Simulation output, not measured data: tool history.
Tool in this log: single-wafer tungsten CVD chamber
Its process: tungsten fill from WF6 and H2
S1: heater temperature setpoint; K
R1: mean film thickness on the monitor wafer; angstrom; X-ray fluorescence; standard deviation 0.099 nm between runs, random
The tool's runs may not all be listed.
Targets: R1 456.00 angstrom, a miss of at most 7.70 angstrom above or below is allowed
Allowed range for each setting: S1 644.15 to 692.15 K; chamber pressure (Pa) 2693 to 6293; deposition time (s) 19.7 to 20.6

run 1 hour=0.0 | S1=668.15 chamber_pressure_(Pa)=4493 deposition_time_(s)=20.6 | R1=557.09
run 2 hour=6.7 | S1=668.15 chamber_pressure_(Pa)=4493 deposition_time_(s)=19.7 | R1=536.77
run 3 hour=13.2 | S1=668.15 chamber_pressure_(Pa)=4493 deposition_time_(s)=19.7 | R1=537.45
run 4 hour=14.9 | S1=668.15 chamber_pressure_(Pa)=4493 deposition_time_(s)=20.6 | R1=558.50
run 5 hour=22.1 | S1=668.15 chamber_pressure_(Pa)=4493 deposition_time_(s)=20.6 | R1=559.55
run 6 hour=30.0 | S1=668.15 chamber_pressure_(Pa)=3746 deposition_time_(s)=20.6 | R1=510.67
run 7 hour=33.9 | S1=668.15 chamber_pressure_(Pa)=3746 deposition_time_(s)=20.6 | R1=511.63
run 8 hour=40.6 | S1=667.15 chamber_pressure_(Pa)=3746 deposition_time_(s)=20.6 | R1=503.45
run 9 hour=44.5 | S1=666.15 chamber_pressure_(Pa)=3746 deposition_time_(s)=20.6 | R1=492.79
run 10 hour=52.4 | S1=665.15 chamber_pressure_(Pa)=3746 deposition_time_(s)=20.6 | R1=485.37
run 11 hour=55.8 | S1=664.15 chamber_pressure_(Pa)=3746 deposition_time_(s)=20.6 | R1=476.97

5 next moves are on the table. One of them brings every result within its allowed miss. Which?
run A hour=59.2 | S1=663.15 chamber_pressure_(Pa)=3373 deposition_time_(s)=20.4 | R1=?
run B hour=59.2 | S1=666.15 chamber_pressure_(Pa)=4266 deposition_time_(s)=20.6 | R1=?
run C hour=59.2 | S1=666.15 chamber_pressure_(Pa)=3266 deposition_time_(s)=19.7 | R1=?
run D hour=59.2 | S1=664.15 chamber_pressure_(Pa)=3613 deposition_time_(s)=19.9 | R1=?
run E hour=59.2 | S1=657.15 chamber_pressure_(Pa)=4000 deposition_time_(s)=20.6 | R1=?

move=A R1=441.93
move=B R1=527.84
move=C R1=441.35
move=D R1=453.80
move=E R1=438.42
A: takes the biggest miss from the last run beyond its target
B: further off than the last run
C: takes the biggest miss from the last run beyond its target
D: all results in spec
E: takes the biggest miss from the last run beyond its target
Correct choice: D, which meets every target

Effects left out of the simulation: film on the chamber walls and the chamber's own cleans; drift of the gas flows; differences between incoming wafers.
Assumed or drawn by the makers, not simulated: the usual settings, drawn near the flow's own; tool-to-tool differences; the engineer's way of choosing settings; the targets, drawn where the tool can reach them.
